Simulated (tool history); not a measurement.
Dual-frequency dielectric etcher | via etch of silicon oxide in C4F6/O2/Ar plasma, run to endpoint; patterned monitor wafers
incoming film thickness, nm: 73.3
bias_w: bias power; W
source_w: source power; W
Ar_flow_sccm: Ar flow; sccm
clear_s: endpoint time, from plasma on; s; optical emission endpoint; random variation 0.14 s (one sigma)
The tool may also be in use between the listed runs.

run  hour  bias_w  source_w  Ar_flow_sccm  clear_s
  1     0     609       420           336   15.121
  2   1.1     567       410           339    15.25
  3   8.2     567       410           291   15.085
  4  14.6     637       410           291   14.498
  5  18.7     589       390           301    15.27
  6  21.9     589       330           301   16.002
  7  26.1     467       290           310   18.309

Forecast run 8:
  8  33.1     476       290           310        ?

{"run 8": {"clear_s": 18.067}}

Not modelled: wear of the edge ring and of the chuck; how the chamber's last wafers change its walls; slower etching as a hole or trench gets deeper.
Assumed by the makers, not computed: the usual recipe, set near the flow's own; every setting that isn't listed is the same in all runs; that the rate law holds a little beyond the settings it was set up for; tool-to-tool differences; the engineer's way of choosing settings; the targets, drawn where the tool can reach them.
